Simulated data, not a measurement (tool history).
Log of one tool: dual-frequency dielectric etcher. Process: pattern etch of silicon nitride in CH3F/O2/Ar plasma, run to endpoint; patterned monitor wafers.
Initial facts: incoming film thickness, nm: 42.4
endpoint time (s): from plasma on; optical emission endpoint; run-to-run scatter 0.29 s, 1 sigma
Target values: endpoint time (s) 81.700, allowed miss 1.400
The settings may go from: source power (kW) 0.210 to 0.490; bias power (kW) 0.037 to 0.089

run 1 day=0.000 | source_power_(kW)=0.350 bias_power_(kW)=0.063 | endpoint_time_(s)=67.188
run 2 day=0.096 | source_power_(kW)=0.320 bias_power_(kW)=0.061 | endpoint_time_(s)=71.077
run 3 day=0.450 | source_power_(kW)=0.370 bias_power_(kW)=0.061 | endpoint_time_(s)=67.141
run 4 day=0.696 | source_power_(kW)=0.330 bias_power_(kW)=0.061 | endpoint_time_(s)=69.792
run 5 day=0.796 | source_power_(kW)=0.300 bias_power_(kW)=0.059 | endpoint_time_(s)=73.643
run 6 day=0.871 | source_power_(kW)=0.280 bias_power_(kW)=0.059 | endpoint_time_(s)=75.999
run 7 day=1.129 | source_power_(kW)=0.280 bias_power_(kW)=0.059 | endpoint_time_(s)=76.075
run 8 day=1.179 | source_power_(kW)=0.270 bias_power_(kW)=0.059 | endpoint_time_(s)=77.649
run 9 day=1.283 | source_power_(kW)=0.260 bias_power_(kW)=0.059 | endpoint_time_(s)=78.303
run 10 day=1.508 | source_power_(kW)=0.250 bias_power_(kW)=0.059 | endpoint_time_(s)=79.016

Exactly one of the 5 candidate moves below puts every result within its allowed miss. Which one?
run A day=1.733 | source_power_(kW)=0.280 bias_power_(kW)=0.059 | endpoint_time_(s)=?
run B day=1.733 | source_power_(kW)=0.240 bias_power_(kW)=0.065 | endpoint_time_(s)=?
run C day=1.733 | source_power_(kW)=0.210 bias_power_(kW)=0.067 | endpoint_time_(s)=?
run D day=1.733 | source_power_(kW)=0.240 bias_power_(kW)=0.062 | endpoint_time_(s)=?
run E day=1.733 | source_power_(kW)=0.250 bias_power_(kW)=0.066 | endpoint_time_(s)=?

move=A endpoint_time_(s)=75.865
move=B endpoint_time_(s)=77.576
move=C endpoint_time_(s)=80.967
move=D endpoint_time_(s)=79.196
move=E endpoint_time_(s)=75.758
A: the biggest miss grows against the last run
B: the biggest miss grows against the last run
C: hits every target within its allowed miss
D: better than the last run, though not everything is in spec
E: the biggest miss grows against the last run
The move that meets every target is C.
